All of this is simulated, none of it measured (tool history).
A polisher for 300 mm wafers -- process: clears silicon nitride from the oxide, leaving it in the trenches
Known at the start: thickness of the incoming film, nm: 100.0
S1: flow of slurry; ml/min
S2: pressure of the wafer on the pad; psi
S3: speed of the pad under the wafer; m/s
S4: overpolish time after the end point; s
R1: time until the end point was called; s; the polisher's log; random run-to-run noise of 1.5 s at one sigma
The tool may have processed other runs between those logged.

| run | hour | S1 | S2 | S3 | S4 | R1 |
|---|---|---|---|---|---|---|
| 1 | 0 | 255 | 2.3 | 1.24 | 10 | 126.94 |
| 2 | 1.1 | 255 | 2.5 | 1.26 | 10 | 114.89 |
| 3 | 3.7 | 315 | 2.5 | 1.26 | 10 | 106.82 |
| 4 | 6.4 | 315 | 2.5 | 1.26 | 7 | 113.81 |
| 5 | 14.3 | 315 | 2.7 | 1.26 | 7 | 97.387 |
|  | 22 | head pressure recalibrated |
| 6 | 22 | 315 | 2.7 | 1.26 | 10 | 92.96 |
| 7 | 24.1 | 315 | 2.8 | 1.26 | 10 | 89.038 |
| 8 | 28.3 | 315 | 2.9 | 1.26 | 10 | 86.999 |

Run 9 has not been measured yet. What should we expect?
| 9 | 32.8 | 315 | 2.9 | 1.26 | 10 | ? |

Run 9 gave R1 84.212 s.

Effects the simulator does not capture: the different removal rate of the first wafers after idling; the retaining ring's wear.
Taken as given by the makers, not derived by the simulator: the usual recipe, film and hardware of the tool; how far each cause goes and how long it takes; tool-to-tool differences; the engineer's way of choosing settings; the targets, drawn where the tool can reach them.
